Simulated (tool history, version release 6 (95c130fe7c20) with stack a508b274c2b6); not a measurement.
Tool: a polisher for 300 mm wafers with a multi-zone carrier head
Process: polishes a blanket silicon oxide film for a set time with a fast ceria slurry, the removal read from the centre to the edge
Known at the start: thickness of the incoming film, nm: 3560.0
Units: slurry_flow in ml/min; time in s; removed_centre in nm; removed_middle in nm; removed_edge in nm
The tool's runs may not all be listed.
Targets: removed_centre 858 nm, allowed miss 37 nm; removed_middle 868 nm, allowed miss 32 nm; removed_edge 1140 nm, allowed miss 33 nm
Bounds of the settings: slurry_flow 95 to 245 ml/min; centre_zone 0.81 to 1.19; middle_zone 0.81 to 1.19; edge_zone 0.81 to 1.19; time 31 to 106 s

run,hour,slurry_flow,centre_zone,middle_zone,edge_zone,time,removed_centre,removed_middle,removed_edge
1,0,155,1,1,1,68,1107.5,1095.5,1089.3
2,6,145,0.96,0.95,1.04,68,1051.5,1018.3,1111.4
3,10.4,145,0.96,0.95,1.04,52,803.27,777.93,856.85
4,15.8,155,0.92,0.93,1.08,55,813.88,818.64,930.85
5,22.7,155,0.85,0.93,1.08,55,761.94,823.7,934.02
6,26.6,155,0.9,0.93,1.08,55,822.27,824.4,927.34
7,34.3,145,0.88,0.91,1.11,58,817.41,838.29,969.42
8,34.8,155,0.86,0.88,1.13,59,841.1,831.55,1021.1
9,35.8,160,0.85,0.87,1.15,60,851.41,844,1047.8
10,39.7,160,0.84,0.86,1.16,61,839.58,881.42,1066
11,43,160,0.84,0.86,1.16,61,846.24,864.31,1072.1
12,44.3,165,0.83,0.85,1.17,61,824.11,853.8,1068.9
13,45.2,165,0.83,0.84,1.18,62,868.17,874.35,1106

Which of these 5 next moves meets every target?
A,46.1,155,0.81,0.81,1.19,65,?,?,?
B,46.1,195,0.83,0.93,1.12,58,?,?,?
C,46.1,160,0.87,0.93,1.14,61,?,?,?
D,46.1,180,0.82,0.88,1.16,60,?,?,?
E,46.1,175,0.87,0.92,1.13,59,?,?,?

move,removed_centre,removed_middle,removed_edge
A,863.1,877.08,1138.5
B,827.32,913.97,1013.9
C,877.54,928.07,1048.6
D,832.82,891.24,1057.8
E,864.81,904.65,1022.3
A: meets every target
B: further off than the last run
C: further off than the last run
D: further off than the last run
E: further off than the last run
Answer: A
